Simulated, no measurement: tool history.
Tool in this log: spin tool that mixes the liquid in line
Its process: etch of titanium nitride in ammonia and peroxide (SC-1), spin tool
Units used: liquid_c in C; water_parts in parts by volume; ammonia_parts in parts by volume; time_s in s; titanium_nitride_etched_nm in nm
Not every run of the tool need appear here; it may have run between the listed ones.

run,day,liquid_c,water_parts,ammonia_parts,time_s,titanium_nitride_etched_nm
1,0.000,53.0,19,0.7,85,7.7522
2,0.188,55.0,19,0.7,85,8.9788
3,0.246,56.5,19,0.7,85,9.9538
4,0.329,58.0,19,0.7,85,10.9350
5,0.450,59.0,19,0.7,85,11.6700
6,0.538,60.0,19,0.7,85,12.5180
7,0.758,60.5,19,0.7,85,12.8380
8,0.962,61.0,19,0.7,85,13.3700
9,1.129,61.5,19,0.7,85,13.8600
10,1.267,61.5,19,0.7,85,13.7940

Predict the results of run 11:
11,1.517,62.0,19,0.7,85,?

titanium_nitride_etched_nm: 14.2250 nm

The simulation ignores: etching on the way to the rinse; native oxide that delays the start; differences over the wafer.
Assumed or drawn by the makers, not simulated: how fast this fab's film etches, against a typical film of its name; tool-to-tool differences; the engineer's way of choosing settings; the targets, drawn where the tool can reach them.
